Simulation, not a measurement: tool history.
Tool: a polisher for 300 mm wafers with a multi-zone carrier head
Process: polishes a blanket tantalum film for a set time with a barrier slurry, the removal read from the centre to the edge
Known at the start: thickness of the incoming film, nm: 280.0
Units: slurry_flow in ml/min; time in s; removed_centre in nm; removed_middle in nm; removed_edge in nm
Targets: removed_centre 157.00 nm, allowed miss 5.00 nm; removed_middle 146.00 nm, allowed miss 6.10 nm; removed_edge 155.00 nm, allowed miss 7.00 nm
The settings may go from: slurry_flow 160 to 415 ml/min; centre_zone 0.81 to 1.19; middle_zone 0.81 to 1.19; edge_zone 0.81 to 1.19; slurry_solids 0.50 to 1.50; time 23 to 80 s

Run 1, day 0.000: slurry_flow 265 ml/min, centre_zone 1.00, middle_zone 1.00, edge_zone 1.00, slurry_solids 1.00, time 51 s. Result: removed_centre 111.11 nm, removed_middle 101.75 nm, removed_edge 102.32 nm.
Run 2, day 0.125: slurry_flow 265 ml/min, centre_zone 1.00, middle_zone 1.00, edge_zone 1.00, slurry_solids 1.10, time 51 s. Result: removed_centre 116.47 nm, removed_middle 104.64 nm, removed_edge 104.12 nm.
Run 3, day 0.204: slurry_flow 265 ml/min, centre_zone 1.00, middle_zone 1.00, edge_zone 1.00, slurry_solids 1.00, time 51 s. Result: removed_centre 111.19 nm, removed_middle 100.06 nm, removed_edge 103.88 nm.
Run 4, day 0.329: slurry_flow 260 ml/min, centre_zone 0.99, middle_zone 0.99, edge_zone 1.02, slurry_solids 1.05, time 53 s. Result: removed_centre 116.46 nm, removed_middle 106.34 nm, removed_edge 107.15 nm.
Run 5, day 0.517: slurry_flow 260 ml/min, centre_zone 0.99, middle_zone 0.99, edge_zone 1.02, slurry_solids 1.05, time 60 s. Result: removed_centre 132.04 nm, removed_middle 120.05 nm, removed_edge 122.17 nm.
Run 6, day 0.888: slurry_flow 260 ml/min, centre_zone 0.93, middle_zone 0.99, edge_zone 1.02, slurry_solids 1.05, time 60 s. Result: removed_centre 124.96 nm, removed_middle 117.74 nm, removed_edge 121.01 nm.
Run 7, day 1.125: slurry_flow 260 ml/min, centre_zone 0.93, middle_zone 0.99, edge_zone 1.04, slurry_solids 1.10, time 61 s. Result: removed_centre 128.81 nm, removed_middle 121.37 nm, removed_edge 130.99 nm.
Run 8, day 1.171: slurry_flow 265 ml/min, centre_zone 0.94, middle_zone 1.00, edge_zone 1.05, slurry_solids 1.10, time 61 s. Result: removed_centre 130.17 nm, removed_middle 123.95 nm, removed_edge 129.05 nm.
Run 9, day 1.242: slurry_flow 255 ml/min, centre_zone 0.96, middle_zone 0.99, edge_zone 1.09, slurry_solids 1.35, time 65 s. Result: removed_centre 148.24 nm, removed_middle 135.43 nm, removed_edge 147.29 nm.
Run 10, day 1.533: slurry_flow 260 ml/min, centre_zone 0.96, middle_zone 0.99, edge_zone 1.09, slurry_solids 1.35, time 65 s. Result: removed_centre 148.20 nm, removed_middle 135.15 nm, removed_edge 148.22 nm.

4 next moves are on the table. One of them brings every result within its allowed miss. Which?
Run A, day 1.825: slurry_flow 290 ml/min, centre_zone 1.08, middle_zone 0.94, edge_zone 1.16, slurry_solids 1.50, time 60 s. Result: removed_centre ?, removed_middle ?, removed_edge ?.
Run B, day 1.825: slurry_flow 310 ml/min, centre_zone 1.05, middle_zone 0.93, edge_zone 1.12, slurry_solids 1.10, time 65 s. Result: removed_centre ?, removed_middle ?, removed_edge ?.
Run C, day 1.825: slurry_flow 265 ml/min, centre_zone 0.97, middle_zone 0.98, edge_zone 1.10, slurry_solids 1.45, time 68 s. Result: removed_centre ?, removed_middle ?, removed_edge ?.
Run D, day 1.825: slurry_flow 340 ml/min, centre_zone 1.03, middle_zone 0.90, edge_zone 1.12, slurry_solids 1.30, time 61 s. Result: removed_centre ?, removed_middle ?, removed_edge ?.

move  removed_centre  removed_middle  removed_edge
   A          160.47          127.93        144.92
   B          158.53          129.09        144.28
   C          160.86          146.29        157.57
   D          153.31          124.79        141.87
A: further off than the last run
B: further off than the last run
C: meets every target
D: further off than the last run
Answer: C
